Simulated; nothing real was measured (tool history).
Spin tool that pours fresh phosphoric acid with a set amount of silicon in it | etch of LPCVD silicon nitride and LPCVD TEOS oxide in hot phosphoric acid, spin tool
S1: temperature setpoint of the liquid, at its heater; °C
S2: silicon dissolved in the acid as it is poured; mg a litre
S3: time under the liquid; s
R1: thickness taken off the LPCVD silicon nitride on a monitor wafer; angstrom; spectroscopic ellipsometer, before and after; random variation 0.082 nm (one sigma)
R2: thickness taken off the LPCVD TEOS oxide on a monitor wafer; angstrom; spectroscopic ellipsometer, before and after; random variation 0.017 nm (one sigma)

run	day	S1	S2	S3	R1	R2
1	0	162	18	130	109.81	3.9206
2	0.138	162	27	130	109.32	3.2766
3	0.35	162	27	85	73.462	1.9207
4	0.692	162.5	28.5	90	77.83	1.6772
5	0.946	162.5	28.5	60	52.295	1.323
6	1.012	162.5	22	60	52.595	1.6897
7	1.121	165	33.5	125	115.13	2.7679
8	1.279	164.5	33	125	117.32	2.7893

Run 9 comes next. What will it give?
9	1.304	164	32.5	125	?	?

{"run 9": {"R1": 115.01, "R2": 2.6935}}
